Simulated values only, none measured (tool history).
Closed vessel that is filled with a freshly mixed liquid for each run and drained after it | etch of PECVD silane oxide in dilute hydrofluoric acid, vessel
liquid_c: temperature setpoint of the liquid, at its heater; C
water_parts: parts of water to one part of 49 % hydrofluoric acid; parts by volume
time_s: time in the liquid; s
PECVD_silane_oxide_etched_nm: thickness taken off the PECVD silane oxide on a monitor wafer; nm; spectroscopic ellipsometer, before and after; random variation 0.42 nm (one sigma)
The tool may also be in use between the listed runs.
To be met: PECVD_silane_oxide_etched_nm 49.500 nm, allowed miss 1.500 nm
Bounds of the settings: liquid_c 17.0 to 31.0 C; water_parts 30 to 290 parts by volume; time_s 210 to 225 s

run,hour,liquid_c,water_parts,time_s,PECVD_silane_oxide_etched_nm
1,0.0,23.0,160,210,26.788
2,5.0,23.0,120,210,37.386
3,8.3,24.0,120,210,39.002
4,14.2,26.0,120,210,41.393
5,22.4,23.5,120,210,38.099
6,30.6,21.5,120,210,35.259
7,39.3,23.0,120,210,37.678
8,48.3,24.5,120,210,39.535
9,56.9,25.5,120,210,40.935

Which of these 4 next moves meets every target?
A,65.5,27.0,115,225,?
B,65.5,31.0,140,225,?
C,65.5,30.0,125,210,?
D,65.5,26.0,120,225,?

move,PECVD_silane_oxide_etched_nm
A,48.713
B,44.884
C,46.179
D,44.650
A: meets every target
B: nearer than the last run, and not there yet
C: nearer than the last run, and not there yet
D: nearer than the last run, and not there yet
Answer: A
